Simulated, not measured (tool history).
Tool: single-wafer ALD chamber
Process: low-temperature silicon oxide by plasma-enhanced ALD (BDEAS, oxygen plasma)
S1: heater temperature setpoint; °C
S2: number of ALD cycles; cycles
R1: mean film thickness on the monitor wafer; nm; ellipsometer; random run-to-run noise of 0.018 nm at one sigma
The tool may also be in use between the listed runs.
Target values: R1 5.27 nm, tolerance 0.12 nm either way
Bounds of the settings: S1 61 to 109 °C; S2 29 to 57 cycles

| run | hour | S1 | S2 | R1 |
|---|---|---|---|---|
| 1 | 0 | 85 | 43 | 6.847 |
| 2 | 8.3 | 88 | 40 | 6.3364 |
| 3 | 10.3 | 79 | 40 | 6.5214 |
| 4 | 18.1 | 82 | 38 | 6.1393 |
| 5 | 23.5 | 85 | 37 | 5.9356 |
| 6 | 24.4 | 94 | 37 | 5.7469 |
| 7 | 26.9 | 96 | 36 | 5.5688 |
| 8 | 33.6 | 98 | 36 | 5.549 |
| 9 | 38.1 | 99 | 36 | 5.4961 |
| 10 | 41.7 | 100 | 36 | 5.4877 |
| 11 | 46 | 101 | 36 | 5.4961 |
| 12 | 51.6 | 102 | 36 | 5.5107 |
| 13 | 53.3 | 103 | 36 | 5.4661 |
| 14 | 61.8 | 104 | 36 | 5.4796 |

Below are 5 possible settings for the next run. Only one of them brings all results inside the allowed miss of their targets. Which is it?
| A | 70.3 | 100 | 33 | ? |
| B | 70.3 | 101 | 36 | ? |
| C | 70.3 | 99 | 36 | ? |
| D | 70.3 | 100 | 36 | ? |
| E | 70.3 | 108 | 35 | ? |

| move | R1 |
|---|---|
| A | 5.0728 |
| B | 5.5252 |
| C | 5.5428 |
| D | 5.534 |
| E | 5.3118 |
A: moves the result that the last run missed by most past its target, out the other side
B: misses by more than the last run did
C: misses by more than the last run did
D: misses by more than the last run did
E: all results in spec
Answer: E
